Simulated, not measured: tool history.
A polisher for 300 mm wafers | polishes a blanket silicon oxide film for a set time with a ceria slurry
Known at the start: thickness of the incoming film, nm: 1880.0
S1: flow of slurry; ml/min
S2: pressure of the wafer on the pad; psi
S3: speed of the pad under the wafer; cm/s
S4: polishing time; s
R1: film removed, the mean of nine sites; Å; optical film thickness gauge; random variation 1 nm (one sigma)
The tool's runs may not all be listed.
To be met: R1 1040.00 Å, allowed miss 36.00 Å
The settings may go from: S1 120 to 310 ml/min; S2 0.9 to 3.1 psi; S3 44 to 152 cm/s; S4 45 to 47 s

run,hour,S1,S2,S3,S4,R1
1,0.0,200,2.0,98,45,1206.70
2,7.8,200,2.0,112,45,1365.80
3,10.7,165,2.0,112,45,1331.20
4,17.3,160,1.9,112,45,1246.60
5,19.2,160,1.9,112,45,1250.20
6,26.2,130,1.9,112,45,1237.10
7,27.7,130,1.8,112,45,1179.30
8,29.8,130,1.8,112,45,1172.60
9,32.9,130,1.5,112,45,985.97

4 next moves are on the table. One of them brings every result within its allowed miss. Which?
A,36.0,170,1.4,114,45,?
B,36.0,155,1.6,110,45,?
C,36.0,120,1.3,122,45,?
D,36.0,120,1.5,126,47,?

move,R1
A,964.84
B,1054.20
C,921.18
D,1135.00
A: further off than the last run
B: meets every target
C: further off than the last run
D: takes the result that was furthest off past its target
The right move is B.
